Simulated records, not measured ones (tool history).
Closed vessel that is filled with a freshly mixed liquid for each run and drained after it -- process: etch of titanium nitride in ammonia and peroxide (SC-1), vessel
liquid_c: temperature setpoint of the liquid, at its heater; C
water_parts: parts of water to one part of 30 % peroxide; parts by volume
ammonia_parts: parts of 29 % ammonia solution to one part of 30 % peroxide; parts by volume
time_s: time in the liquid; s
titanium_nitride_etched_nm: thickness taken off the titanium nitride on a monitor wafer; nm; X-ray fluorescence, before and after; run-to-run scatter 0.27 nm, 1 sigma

run 1 hour=0 | liquid_c=50 water_parts=7.5 ammonia_parts=0.7 time_s=520 | titanium_nitride_etched_nm=63.555
run 2 hour=0.6 | liquid_c=50 water_parts=6.5 ammonia_parts=0.7 time_s=520 | titanium_nitride_etched_nm=67.841
run 3 hour=1.5 | liquid_c=50 water_parts=6.5 ammonia_parts=0.9 time_s=520 | titanium_nitride_etched_nm=69.646
run 4 hour=6.1 | liquid_c=50 water_parts=9 ammonia_parts=0.9 time_s=520 | titanium_nitride_etched_nm=60.022
run 5 hour=11.3 | liquid_c=55 water_parts=9 ammonia_parts=0.9 time_s=520 | titanium_nitride_etched_nm=84.51
run 6 hour=12.4 | liquid_c=53 water_parts=9 ammonia_parts=0.9 time_s=520 | titanium_nitride_etched_nm=73.3

Estimate the outcome of run 7 from the log above:
run 7 hour=19.8 | liquid_c=45 water_parts=9 ammonia_parts=0.9 time_s=520 | titanium_nitride_etched_nm=?

{"run 7": {"titanium_nitride_etched_nm": 41.707}}
